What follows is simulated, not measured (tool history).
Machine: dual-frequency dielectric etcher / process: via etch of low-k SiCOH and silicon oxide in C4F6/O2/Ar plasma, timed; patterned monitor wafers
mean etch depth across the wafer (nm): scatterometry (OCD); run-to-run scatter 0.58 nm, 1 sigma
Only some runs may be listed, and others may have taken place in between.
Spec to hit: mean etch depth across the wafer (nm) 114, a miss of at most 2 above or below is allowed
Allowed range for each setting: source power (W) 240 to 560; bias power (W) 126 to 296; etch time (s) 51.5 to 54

run	day	source power (W)	bias power (W)	etch time (s)	mean etch depth across the wafer (nm)
1	0	400	211	51.5	139.41
2	0.075	350	200	51.5	129
3	0.15	350	181	51.5	124.53
4	0.458	330	179	51.5	121.23
5	0.742	330	179	54	126.25
6	0.833	380	179	54	135.56
7	0.971	340	176	54	128.08
8	1.033	310	174	54	123.77
9	1.408	290	172	54	118.73
10	1.488	280	172	54	116.78
11	1.75	280	172	54	117.29

Which one of the following 4 next-run settings gets every result inside its allowed miss? There is exactly one.
A	2.012	250	215	53.5	?
B	2.012	310	170	52.5	?
C	2.012	340	128	53	?
D	2.012	300	167	53.5	?

move	mean etch depth across the wafer (nm)
A	119.25
B	118.84
C	114.12
D	118.66
A: misses by more than the last run did
B: misses by more than the last run did
C: all results land within tolerance of their targets
D: misses by more than the last run did
The right move is C.
